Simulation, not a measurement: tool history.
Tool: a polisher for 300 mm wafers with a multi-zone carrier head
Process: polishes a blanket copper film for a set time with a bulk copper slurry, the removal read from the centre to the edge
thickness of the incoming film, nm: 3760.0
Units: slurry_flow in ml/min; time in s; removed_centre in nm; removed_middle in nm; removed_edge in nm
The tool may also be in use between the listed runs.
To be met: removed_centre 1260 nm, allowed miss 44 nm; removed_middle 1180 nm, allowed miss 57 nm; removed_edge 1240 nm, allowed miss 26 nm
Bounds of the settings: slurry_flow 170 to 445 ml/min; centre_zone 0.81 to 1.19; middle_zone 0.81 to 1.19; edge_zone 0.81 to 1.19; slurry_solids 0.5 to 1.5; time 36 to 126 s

run 1 hour=0 | slurry_flow=285 centre_zone=1 middle_zone=1 edge_zone=1 slurry_solids=1 time=81 | removed_centre=984.95 removed_middle=941.22 removed_edge=978.3
run 2 hour=0.7 | slurry_flow=340 centre_zone=1 middle_zone=1 edge_zone=1 slurry_solids=1 time=81 | removed_centre=994.14 removed_middle=976.9 removed_edge=986.92
run 3 hour=4 | slurry_flow=340 centre_zone=1.02 middle_zone=1.01 edge_zone=1.04 slurry_solids=1.15 time=82 | removed_centre=1076 removed_middle=1026.6 removed_edge=1054.6
run 4 hour=6 | slurry_flow=340 centre_zone=1.02 middle_zone=1.07 edge_zone=1.04 slurry_solids=1.15 time=82 | removed_centre=1057.8 removed_middle=1065.9 removed_edge=1058.8
run 5 hour=8.3 | slurry_flow=340 centre_zone=1.02 middle_zone=1.14 edge_zone=1.04 slurry_solids=1.15 time=82 | removed_centre=1075.6 removed_middle=1101 removed_edge=1052.4
run 6 hour=12.2 | slurry_flow=340 centre_zone=1.04 middle_zone=1.13 edge_zone=1.08 slurry_solids=1.25 time=82 | removed_centre=1107.8 removed_middle=1151.7 removed_edge=1111.5
run 7 hour=16.3 | slurry_flow=340 centre_zone=1.07 middle_zone=1.1 edge_zone=1.11 slurry_solids=1.3 time=82 | removed_centre=1161.4 removed_middle=1122.4 removed_edge=1113.3
run 8 hour=18.9 | slurry_flow=345 centre_zone=1.07 middle_zone=1.09 edge_zone=1.13 slurry_solids=1.35 time=83 | removed_centre=1181.7 removed_middle=1173 removed_edge=1146.1
run 9 hour=21.5 | slurry_flow=340 centre_zone=1.07 middle_zone=1.05 edge_zone=1.15 slurry_solids=1.4 time=84 | removed_centre=1191.3 removed_middle=1148.9 removed_edge=1188

4 next moves are on the table. One of them brings every result within its allowed miss. Which?
run A hour=24.1 | slurry_flow=340 centre_zone=1.09 middle_zone=1.06 edge_zone=1.17 slurry_solids=1.45 time=86 | removed_centre=? removed_middle=? removed_edge=?
run B hour=24.1 | slurry_flow=320 centre_zone=1.08 middle_zone=0.94 edge_zone=1.15 slurry_solids=1.45 time=87 | removed_centre=? removed_middle=? removed_edge=?
run C hour=24.1 | slurry_flow=360 centre_zone=1.04 middle_zone=1.12 edge_zone=1.15 slurry_solids=1.45 time=82 | removed_centre=? removed_middle=? removed_edge=?
run D hour=24.1 | slurry_flow=345 centre_zone=1.08 middle_zone=0.96 edge_zone=1.19 slurry_solids=1.45 time=81 | removed_centre=? removed_middle=? removed_edge=?

move=A removed_centre=1257.9 removed_middle=1184.9 removed_edge=1240.1
move=B removed_centre=1251.8 removed_middle=1077.1 removed_edge=1239.9
move=C removed_centre=1150.9 removed_middle=1190.6 removed_edge=1175.5
move=D removed_centre=1174.7 removed_middle=1027.8 removed_edge=1181.2
A: meets every target
B: brings the result that was furthest off to its target, and leaves another outside
C: further off than the last run
D: further off than the last run
Move A is the one to make.
